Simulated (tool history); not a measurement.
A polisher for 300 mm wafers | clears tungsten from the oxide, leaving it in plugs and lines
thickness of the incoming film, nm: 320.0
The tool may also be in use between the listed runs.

| run | day | flow of slurry (ml/min) | pressure of the wafer on the pad (psi) | speed of the pad under the wafer (m/s) | abrasive content of the slurry | overpolish time after the end point (s) | time until the end point was called (s) |
|---|---|---|---|---|---|---|---|
| 1 | 0 | 300 | 4.2 | 1.1 | 1 | 36 | 65 |
| 2 | 0.346 | 235 | 4.2 | 1.1 | 1 | 36 | 66.147 |
| 3 | 0.562 | 235 | 4.2 | 1 | 1 | 36 | 73.799 |
| 4 | 0.921 | 235 | 4.2 | 1.12 | 1 | 36 | 65.587 |
| 5 | 0.996 | 235 | 5.1 | 1.12 | 1 | 36 | 54.54 |
| 6 | 1.233 | 180 | 5.1 | 1.12 | 1 | 36 | 55.946 |
| 7 | 1.4 | 180 | 4.7 | 1.12 | 1 | 36 | 59.815 |

The next listed run, before its measurement:
| 8 | 1.738 | 180 | 4.4 | 1.12 | 1 | 36 | ? |

Run 8 gave time until the end point was called (s) 64.341.
